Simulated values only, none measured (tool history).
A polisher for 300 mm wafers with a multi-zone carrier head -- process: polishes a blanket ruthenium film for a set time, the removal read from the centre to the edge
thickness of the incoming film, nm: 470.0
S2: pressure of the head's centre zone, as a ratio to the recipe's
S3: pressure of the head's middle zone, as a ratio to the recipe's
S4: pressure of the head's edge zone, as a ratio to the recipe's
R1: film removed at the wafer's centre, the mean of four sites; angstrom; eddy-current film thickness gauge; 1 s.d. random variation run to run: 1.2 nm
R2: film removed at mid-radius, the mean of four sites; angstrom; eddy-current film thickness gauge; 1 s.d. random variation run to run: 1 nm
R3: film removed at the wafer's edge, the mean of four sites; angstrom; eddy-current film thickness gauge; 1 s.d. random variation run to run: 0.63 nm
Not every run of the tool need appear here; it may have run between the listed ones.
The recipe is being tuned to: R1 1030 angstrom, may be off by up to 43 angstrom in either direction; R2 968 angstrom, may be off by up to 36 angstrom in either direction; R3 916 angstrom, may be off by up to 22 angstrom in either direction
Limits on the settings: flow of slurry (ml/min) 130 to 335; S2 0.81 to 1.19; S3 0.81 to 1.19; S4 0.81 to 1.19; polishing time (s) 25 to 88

run 1 day=0 | flow_of_slurry_(ml/min)=215 S2=1 S3=1 S4=1 polishing_time_(s)=56 | R1=586.27 R2=598.64 R3=579.64
run 2 day=0.292 | flow_of_slurry_(ml/min)=215 S2=0.97 S3=1 S4=1 polishing_time_(s)=56 | R1=560.94 R2=598.98 R3=585.6
run 3 day=0.329 | flow_of_slurry_(ml/min)=215 S2=0.93 S3=1 S4=1 polishing_time_(s)=56 | R1=542.83 R2=596.1 R3=582.77
run 4 day=0.408 | flow_of_slurry_(ml/min)=220 S2=0.95 S3=1.01 S4=1.01 polishing_time_(s)=58 | R1=576.98 R2=619 R3=609.68
run 5 day=0.554 | flow_of_slurry_(ml/min)=225 S2=0.97 S3=1.02 S4=1.02 polishing_time_(s)=60 | R1=619.33 R2=645.69 R3=628.39
run 6 day=0.871 | flow_of_slurry_(ml/min)=225 S2=0.9 S3=1.02 S4=1.02 polishing_time_(s)=60 | R1=573.52 R2=641.44 R3=626.66
run 7 day=1.112 | flow_of_slurry_(ml/min)=225 S2=0.9 S3=1.02 S4=1.02 polishing_time_(s)=60 | R1=572.01 R2=652.74 R3=633.51
run 8 day=1.279 | flow_of_slurry_(ml/min)=230 S2=0.92 S3=1.03 S4=1.03 polishing_time_(s)=62 | R1=583.55 R2=672.9 R3=659.52
run 9 day=1.408 | flow_of_slurry_(ml/min)=230 S2=0.94 S3=1.03 S4=1.02 polishing_time_(s)=64 | R1=633.49 R2=688.5 R3=675.55
run 10 day=1.675 | flow_of_slurry_(ml/min)=235 S2=0.96 S3=1.04 S4=1.02 polishing_time_(s)=66 | R1=669.68 R2=719.2 R3=698.3
run 11 day=1.925 | flow_of_slurry_(ml/min)=240 S2=0.98 S3=1.05 S4=1.03 polishing_time_(s)=68 | R1=699.87 R2=760.93 R3=716.46
run 12 day=2.179 | flow_of_slurry_(ml/min)=240 S2=1 S3=1.05 S4=1.04 polishing_time_(s)=70 | R1=737.95 R2=770.95 R3=750.77
run 13 day=2.367 | flow_of_slurry_(ml/min)=245 S2=1.02 S3=1.06 S4=1.05 polishing_time_(s)=71 | R1=766.79 R2=800.04 R3=761.54
run 14 day=2.721 | flow_of_slurry_(ml/min)=245 S2=1.03 S3=1.06 S4=1.06 polishing_time_(s)=72 | R1=793.74 R2=797.23 R3=772.48
run 15 day=2.842 | flow_of_slurry_(ml/min)=245 S2=1.04 S3=1.07 S4=1.06 polishing_time_(s)=73 | R1=807.8 R2=831.64 R3=789.13
run 16 day=3.162 | flow_of_slurry_(ml/min)=245 S2=1.05 S3=1.07 S4=1.07 polishing_time_(s)=74 | R1=832.3 R2=829.76 R3=802.52
run 17 day=3.338 | flow_of_slurry_(ml/min)=245 S2=1.06 S3=1.08 S4=1.07 polishing_time_(s)=75 | R1=849.3 R2=850.58 R3=813.69

Which single option among these 4 for the next run brings every result within its allowed miss of target? Just one does.
run A day=3.512 | flow_of_slurry_(ml/min)=270 S2=0.96 S3=0.82 S4=1.19 polishing_time_(s)=76 | R1=? R2=? R3=?
run B day=3.512 | flow_of_slurry_(ml/min)=240 S2=1.15 S3=1.09 S4=1.08 polishing_time_(s)=85 | R1=? R2=? R3=?
run C day=3.512 | flow_of_slurry_(ml/min)=230 S2=0.91 S3=1.19 S4=0.92 polishing_time_(s)=74 | R1=? R2=? R3=?
run D day=3.512 | flow_of_slurry_(ml/min)=250 S2=0.81 S3=1 S4=1.17 polishing_time_(s)=86 | R1=? R2=? R3=?

move=A R1=795.06 R2=708.62 R3=883.23
move=B R1=1054.3 R2=972.93 R3=931.78
move=C R1=721.83 R2=905.65 R3=751.94
move=D R1=752.38 R2=925.61 R3=983.35
A: further off than the last run
B: all results in spec
C: further off than the last run
D: pushes the last run's worst result past its target
Answer: B
